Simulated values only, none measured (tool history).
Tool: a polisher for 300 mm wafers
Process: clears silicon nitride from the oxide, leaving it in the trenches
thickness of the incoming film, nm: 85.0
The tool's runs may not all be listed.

| run | day | flow of slurry (ml/min) | pressure of the wafer on the pad (psi) | speed of the pad under the wafer (m/s) | overpolish time after the end point (s) | time until the end point was called (s) |
|---|---|---|---|---|---|---|
| 1 | 0.000 | 205 | 2.1 | 0.86 | 49 | 166.76 |
| 2 | 0.079 | 205 | 2.1 | 0.86 | 52 | 173.27 |
| 3 | 0.354 | 205 | 2.1 | 0.86 | 52 | 169.69 |
| 4 | 0.629 | 205 | 1.9 | 0.84 | 52 | 193.09 |
| 5 | 0.850 | 205 | 1.8 | 0.84 | 52 | 198.04 |
| 6 | 1.138 | 205 | 1.7 | 0.84 | 52 | 210.11 |
| 7 | 1.221 | 205 | 1.6 | 0.84 | 52 | 225.69 |

Forecast run 8:
| 8 | 1.279 | 205 | 1.5 | 0.84 | 52 | ? |

{"run 8": {"time until the end point was called (s)": 237.76}}
